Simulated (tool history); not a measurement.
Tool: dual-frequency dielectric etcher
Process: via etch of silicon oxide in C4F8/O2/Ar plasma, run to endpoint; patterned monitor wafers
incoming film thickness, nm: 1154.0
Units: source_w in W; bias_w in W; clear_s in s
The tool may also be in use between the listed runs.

| run | hour | source_w | bias_w | clear_s |
|---|---|---|---|---|
| 1 | 0 | 2540 | 2696 | 213.26 |
| 2 | 5.9 | 2230 | 2696 | 228.41 |
| 3 | 14.3 | 1890 | 2696 | 246.23 |
| 4 | 22 | 2060 | 2717 | 234.82 |
| 5 | 30.7 | 1850 | 2717 | 248.19 |
| 6 | 38.1 | 1850 | 2547 | 253.94 |
| 7 | 38.9 | 2030 | 2565 | 240.32 |
| 8 | 45.8 | 2180 | 2588 | 230.37 |
| 9 | 54.5 | 2310 | 2608 | 226.81 |

The next listed run, before its measurement:
| 10 | 62 | 2440 | 2624 | ? |

Run 10 gave clear_s 218.27 s.
